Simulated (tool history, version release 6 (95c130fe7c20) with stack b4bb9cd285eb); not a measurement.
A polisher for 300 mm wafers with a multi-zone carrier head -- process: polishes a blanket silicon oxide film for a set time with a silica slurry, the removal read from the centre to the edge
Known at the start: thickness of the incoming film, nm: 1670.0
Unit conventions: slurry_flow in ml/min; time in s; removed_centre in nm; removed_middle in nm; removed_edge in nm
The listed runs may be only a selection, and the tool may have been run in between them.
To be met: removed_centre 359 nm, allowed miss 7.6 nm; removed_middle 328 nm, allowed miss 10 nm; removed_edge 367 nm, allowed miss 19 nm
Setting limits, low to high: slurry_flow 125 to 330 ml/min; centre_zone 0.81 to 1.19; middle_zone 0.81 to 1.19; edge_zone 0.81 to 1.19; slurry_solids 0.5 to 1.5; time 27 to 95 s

| run | hour | slurry_flow | centre_zone | middle_zone | edge_zone | slurry_solids | time | removed_centre | removed_middle | removed_edge |
|---|---|---|---|---|---|---|---|---|---|---|
| 1 | 0 | 210 | 1 | 1 | 1 | 1 | 61 | 270.35 | 271.78 | 290.6 |
| 2 | 8.7 | 225 | 1.04 | 1.02 | 1.06 | 1.1 | 61 | 297.47 | 296.91 | 311.71 |
| 3 | 12.8 | 225 | 0.95 | 1.02 | 1.06 | 1.1 | 61 | 269.92 | 291.17 | 322.23 |
| 4 | 17.4 | 240 | 1 | 1.01 | 1.1 | 1.15 | 61 | 296.06 | 301.39 | 329.46 |
| 5 | 24.5 | 270 | 1 | 1.01 | 1.1 | 1.15 | 61 | 307.06 | 312.89 | 336.02 |
| 6 | 26.2 | 270 | 1 | 1.01 | 1.16 | 1.15 | 61 | 306.14 | 310.29 | 333.54 |
| 7 | 33.1 | 275 | 1.02 | 0.99 | 1.16 | 1.2 | 61 | 317.46 | 311.47 | 345.05 |
| 8 | 41.8 | 285 | 1.04 | 0.98 | 1.16 | 1.25 | 61 | 331.39 | 314.58 | 360.23 |
| 9 | 43.5 | 295 | 1.05 | 0.98 | 1.16 | 1.25 | 61 | 336.12 | 315.29 | 371.07 |
| 10 | 49.6 | 300 | 1.07 | 1 | 1.16 | 1.25 | 61 | 343.77 | 326.25 | 362.46 |
| 11 | 53.7 | 305 | 1.08 | 1 | 1.16 | 1.25 | 61 | 350.56 | 327.22 | 358.75 |
| 12 | 61.2 | 310 | 1.08 | 1 | 1.16 | 1.25 | 61 | 349.92 | 324.21 | 362.17 |
|  | 65.2 | slurry nozzle cleaned |
| 13 | 65.2 | 315 | 1.08 | 1 | 1.16 | 1.25 | 61 | 378.24 | 349.68 | 371.43 |
| 14 | 72.3 | 310 | 1.08 | 1 | 1.16 | 1.25 | 61 | 379.54 | 345.77 | 379.69 |

Of the 5 settings listed for the next run, only one would bring every result within its allowed miss of target. Which one?
| A | 79.4 | 235 | 0.95 | 0.87 | 1.13 | 1.5 | 66 | ? | ? | ? |
| B | 79.4 | 255 | 0.98 | 0.81 | 1.19 | 1.45 | 65 | ? | ? | ? |
| C | 79.4 | 320 | 1.08 | 0.99 | 1.17 | 1.2 | 59 | ? | ? | ? |
| D | 79.4 | 300 | 1.07 | 1.02 | 1.13 | 1.15 | 67 | ? | ? | ? |
| E | 79.4 | 260 | 1.09 | 0.93 | 1.08 | 0.95 | 70 | ? | ? | ? |

| move | removed_centre | removed_middle | removed_edge |
|---|---|---|---|
| A | 371.57 | 350.2 | 424.9 |
| B | 377 | 326.73 | 428.04 |
| C | 359.35 | 325.76 | 362.43 |
| D | 394.08 | 369.05 | 394.69 |
| E | 376.05 | 323.26 | 363.85 |
A: further off than the last run
B: further off than the last run
C: all results land within tolerance of their targets
D: further off than the last run
E: closes in on the targets versus the last run, not all within tolerance yet
Answer: C

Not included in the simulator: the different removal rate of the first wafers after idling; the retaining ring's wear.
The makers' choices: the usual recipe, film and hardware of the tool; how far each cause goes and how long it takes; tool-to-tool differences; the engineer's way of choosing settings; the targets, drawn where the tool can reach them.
